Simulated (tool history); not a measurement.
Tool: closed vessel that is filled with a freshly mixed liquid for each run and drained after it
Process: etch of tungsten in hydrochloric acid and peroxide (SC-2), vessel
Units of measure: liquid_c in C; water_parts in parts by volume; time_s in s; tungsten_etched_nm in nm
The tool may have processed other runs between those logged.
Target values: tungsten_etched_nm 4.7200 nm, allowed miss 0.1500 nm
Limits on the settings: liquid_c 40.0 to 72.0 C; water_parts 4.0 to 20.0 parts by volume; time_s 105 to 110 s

run    day  liquid_c  water_parts  time_s  tungsten_etched_nm
  1  0.000      56.0         11.0     105             17.3040
  2  0.033      51.5         12.0     105             11.9350
  3  0.167      48.0         12.5     105              9.1372
  4  0.546      48.0         12.5     110              9.4405
  5  0.600      45.5         13.0     110              7.7937
  6  0.900      44.0         13.5     110              6.8053
  7  1.225      43.0         14.0     110              6.1717
  8  1.379      42.0         14.5     110              5.5328

Below are 5 possible settings for the next run. Only one of them brings all results inside the allowed miss of their targets. Which is it?
  A  1.533      42.5         13.0     110                   ?
  B  1.533      42.0         16.5     105                   ?
  C  1.533      40.0         13.5     110                   ?
  D  1.533      43.0         16.0     105                   ?
  E  1.533      41.0         14.0     105                   ?

move  tungsten_etched_nm
   A              6.3631
   B              4.7554
   C              5.1636
   D              5.2413
   E              5.1250
A: its largest miss is bigger than the last run's
B: each result inside its tolerance
C: closes in on the targets versus the last run, not all within tolerance yet
D: closes in on the targets versus the last run, not all within tolerance yet
E: closes in on the targets versus the last run, not all within tolerance yet
So the answer is move B, the one that meets all the targets.

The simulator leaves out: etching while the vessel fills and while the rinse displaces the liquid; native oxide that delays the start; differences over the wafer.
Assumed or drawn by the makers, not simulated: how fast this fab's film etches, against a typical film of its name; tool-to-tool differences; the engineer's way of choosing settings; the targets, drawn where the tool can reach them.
